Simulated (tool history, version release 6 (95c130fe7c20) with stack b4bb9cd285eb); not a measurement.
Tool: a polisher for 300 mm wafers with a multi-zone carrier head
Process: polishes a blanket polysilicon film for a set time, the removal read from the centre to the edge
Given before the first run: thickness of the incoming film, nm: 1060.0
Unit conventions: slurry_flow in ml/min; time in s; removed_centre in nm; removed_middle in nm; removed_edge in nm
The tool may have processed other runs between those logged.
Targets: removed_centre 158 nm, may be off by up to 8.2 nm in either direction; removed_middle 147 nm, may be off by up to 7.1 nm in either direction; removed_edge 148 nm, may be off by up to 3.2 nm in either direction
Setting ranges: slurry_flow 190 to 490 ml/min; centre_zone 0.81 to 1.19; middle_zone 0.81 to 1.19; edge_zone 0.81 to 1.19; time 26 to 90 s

Run 1, hour 0: slurry_flow 315 ml/min, centre_zone 1, middle_zone 1, edge_zone 1, time 58 s. Result: removed_centre 239.76 nm, removed_middle 240.49 nm, removed_edge 236.24 nm.
Run 2, hour 4: slurry_flow 315 ml/min, centre_zone 0.93, middle_zone 1, edge_zone 1, time 58 s. Result: removed_centre 230.25 nm, removed_middle 236.3 nm, removed_edge 236.74 nm.
Run 3, hour 11.1: slurry_flow 310 ml/min, centre_zone 0.94, middle_zone 0.98, edge_zone 0.96, time 52 s. Result: removed_centre 205.27 nm, removed_middle 209.79 nm, removed_edge 207.31 nm.
Run 4, hour 15.4: slurry_flow 375 ml/min, centre_zone 0.94, middle_zone 0.98, edge_zone 0.96, time 52 s. Result: removed_centre 210.22 nm, removed_middle 213.19 nm, removed_edge 209.23 nm.
Run 5, hour 21.2: slurry_flow 375 ml/min, centre_zone 0.94, middle_zone 0.98, edge_zone 0.96, time 40 s. Result: removed_centre 164.82 nm, removed_middle 162.28 nm, removed_edge 160.71 nm.
Run 6, hour 26.7: slurry_flow 305 ml/min, centre_zone 0.94, middle_zone 0.98, edge_zone 0.96, time 40 s. Result: removed_centre 156.27 nm, removed_middle 163.73 nm, removed_edge 158.27 nm.
Run 7, hour 35.4: slurry_flow 310 ml/min, centre_zone 0.95, middle_zone 0.95, edge_zone 0.94, time 39 s. Result: removed_centre 157.97 nm, removed_middle 155.46 nm, removed_edge 154.52 nm.
At hour 42.8: centre zone pressure recalibrated.
Run 8, hour 42.8: slurry_flow 310 ml/min, centre_zone 0.95, middle_zone 0.94, edge_zone 0.93, time 39 s. Result: removed_centre 146.96 nm, removed_middle 154.58 nm, removed_edge 155.06 nm.
Run 9, hour 51.1: slurry_flow 330 ml/min, centre_zone 0.98, middle_zone 0.94, edge_zone 0.94, time 38 s. Result: removed_centre 153.36 nm, removed_middle 151.93 nm, removed_edge 152.19 nm.

Which one of the following 5 next-run settings gets every result inside its allowed miss? There is exactly one.
Run A, hour 59.4: slurry_flow 300 ml/min, centre_zone 0.98, middle_zone 1.03, edge_zone 0.94, time 35 s. Result: removed_centre ?, removed_middle ?, removed_edge ?.
Run B, hour 59.4: slurry_flow 295 ml/min, centre_zone 0.89, middle_zone 0.86, edge_zone 0.89, time 42 s. Result: removed_centre ?, removed_middle ?, removed_edge ?.
Run C, hour 59.4: slurry_flow 390 ml/min, centre_zone 1.07, middle_zone 0.97, edge_zone 0.98, time 36 s. Result: removed_centre ?, removed_middle ?, removed_edge ?.
Run D, hour 59.4: slurry_flow 355 ml/min, centre_zone 0.9, middle_zone 1.09, edge_zone 0.81, time 38 s. Result: removed_centre ?, removed_middle ?, removed_edge ?.
Run E, hour 59.4: slurry_flow 210 ml/min, centre_zone 1.03, middle_zone 1, edge_zone 0.92, time 41 s. Result: removed_centre ?, removed_middle ?, removed_edge ?.

move  removed_centre  removed_middle  removed_edge
   A          133.52          146.63        137.74
   B          144.97          151.17        161.35
   C          153.61          146.42        147.04
   D          135.24           169.6        141.27
   E          157.49          161.12         155.2
A: the result that was furthest off in the last run now lies on the other side of its target
B: its largest miss is bigger than the last run's
C: all results land within tolerance of their targets
D: the result that was furthest off in the last run now lies on the other side of its target
E: its largest miss is bigger than the last run's
C is the move that brings every result within its allowed miss.
